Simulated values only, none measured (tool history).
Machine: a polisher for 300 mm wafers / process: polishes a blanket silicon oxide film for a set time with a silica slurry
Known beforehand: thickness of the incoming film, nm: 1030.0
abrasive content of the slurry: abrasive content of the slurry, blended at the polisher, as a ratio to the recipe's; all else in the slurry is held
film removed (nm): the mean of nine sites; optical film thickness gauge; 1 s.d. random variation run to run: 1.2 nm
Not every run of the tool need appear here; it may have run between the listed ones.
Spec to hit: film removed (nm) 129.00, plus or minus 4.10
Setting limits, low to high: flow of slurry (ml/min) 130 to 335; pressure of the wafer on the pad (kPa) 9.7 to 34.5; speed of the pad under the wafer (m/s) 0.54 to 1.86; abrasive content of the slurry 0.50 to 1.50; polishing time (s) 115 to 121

run	hour	flow of slurry (ml/min)	pressure of the wafer on the pad (kPa)	speed of the pad under the wafer (m/s)	abrasive content of the slurry	polishing time (s)	film removed (nm)
1	0.0	215	22.1	1.18	1.00	115	250.24
2	8.1	215	17.9	1.18	1.00	115	205.94
3	13.0	180	17.9	1.18	1.00	115	201.43
4	15.2	180	15.9	1.16	1.00	115	176.29
5	16.7	180	15.9	0.90	1.00	115	149.64
6	17.8	180	15.9	0.90	1.00	121	155.62
7	22.4	175	15.2	0.90	1.00	121	150.81
8	30.9	170	14.5	0.90	1.00	121	140.37
9	35.6	165	14.5	0.90	1.00	121	139.82
10	40.4	160	14.5	0.90	1.00	121	139.60
11	43.1	155	14.5	0.90	1.00	121	139.57

Consider the 4 candidate settings below. Which is the only one whose results all fall within their allowed miss of target?
A	45.8	150	13.1	1.08	1.15	120	?
B	45.8	170	13.8	1.04	1.05	119	?
C	45.8	205	19.3	0.60	0.95	120	?
D	45.8	240	15.9	0.76	0.85	120	?

move	film removed (nm)
A	153.39
B	150.96
C	143.14
D	127.84
A: misses by more than the last run did
B: misses by more than the last run did
C: misses by more than the last run did
D: every result within its allowed miss
The right move is D.

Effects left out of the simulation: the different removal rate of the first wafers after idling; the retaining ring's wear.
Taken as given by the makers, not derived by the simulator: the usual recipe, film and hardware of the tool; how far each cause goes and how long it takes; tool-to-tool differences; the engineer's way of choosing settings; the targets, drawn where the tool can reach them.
